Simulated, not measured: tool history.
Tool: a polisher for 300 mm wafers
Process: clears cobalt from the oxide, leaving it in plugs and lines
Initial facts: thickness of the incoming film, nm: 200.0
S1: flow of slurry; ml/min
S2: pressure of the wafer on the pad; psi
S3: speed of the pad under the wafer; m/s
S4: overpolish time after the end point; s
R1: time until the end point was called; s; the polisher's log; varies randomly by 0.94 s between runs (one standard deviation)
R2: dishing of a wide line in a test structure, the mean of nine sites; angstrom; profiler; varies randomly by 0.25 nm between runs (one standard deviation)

Run 1, hour 0: S1 195 ml/min, S2 1.7 psi, S3 1.04 m/s, S4 26 s. Result: R1 47.718 s, R2 352.56 angstrom.
Run 2, hour 6.1: S1 180 ml/min, S2 1.6 psi, S3 1.04 m/s, S4 22 s. Result: R1 51.481 s, R2 327.16 angstrom.
Run 3, hour 12.7: S1 180 ml/min, S2 1.4 psi, S3 1.04 m/s, S4 22 s. Result: R1 59.396 s, R2 312.55 angstrom.
Run 4, hour 20: S1 180 ml/min, S2 1.4 psi, S3 0.84 m/s, S4 22 s. Result: R1 69.397 s, R2 287.49 angstrom.
Run 5, hour 27.7: S1 180 ml/min, S2 1.7 psi, S3 0.84 m/s, S4 22 s. Result: R1 60.314 s, R2 313.94 angstrom.
At hour 31: worn pad replaced by a new one.
Run 6, hour 31: S1 180 ml/min, S2 1.7 psi, S3 0.6 m/s, S4 22 s. Result: R1 68.115 s, R2 294.16 angstrom.

Run 7, settings as shown, results not yet in. Your forecast:
Run 7, hour 33.5: S1 205 ml/min, S2 1.6 psi, S3 0.6 m/s, S4 19 s. Result: R1 ?, R2 ?.

{"run 7": {"R1": 72.473, "R2": 266.21}}

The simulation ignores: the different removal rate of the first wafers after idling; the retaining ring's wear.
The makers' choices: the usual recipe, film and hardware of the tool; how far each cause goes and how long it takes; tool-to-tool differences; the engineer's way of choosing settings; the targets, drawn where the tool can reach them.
